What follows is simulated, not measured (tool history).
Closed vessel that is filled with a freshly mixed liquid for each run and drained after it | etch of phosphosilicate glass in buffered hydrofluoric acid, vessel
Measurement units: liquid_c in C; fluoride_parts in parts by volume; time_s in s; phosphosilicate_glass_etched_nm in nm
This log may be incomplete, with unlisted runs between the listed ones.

| run | hour | liquid_c | fluoride_parts | time_s | phosphosilicate_glass_etched_nm |
|---|---|---|---|---|---|
| 1 | 0 | 23 | 16 | 100 | 390.08 |
| 2 | 6.6 | 23 | 16 | 105 | 411.5 |
| 3 | 10.9 | 23 | 16 | 105 | 402.43 |
| 4 | 19.2 | 23.5 | 16 | 105 | 411.98 |
| 5 | 24.4 | 24 | 16 | 105 | 427.94 |
| 6 | 27.9 | 21.5 | 16 | 105 | 372.95 |
| 7 | 32.2 | 22.5 | 16 | 105 | 396.11 |
| 8 | 34.6 | 23 | 16 | 105 | 409.89 |
| 9 | 35.9 | 27 | 15.5 | 105 | 528.54 |
| 10 | 39.3 | 28 | 15.5 | 105 | 557.61 |

Expected results for the next run?
| 11 | 41.7 | 28.5 | 15.5 | 105 | ? |

{"run 11": {"phosphosilicate_glass_etched_nm": 563.02}}
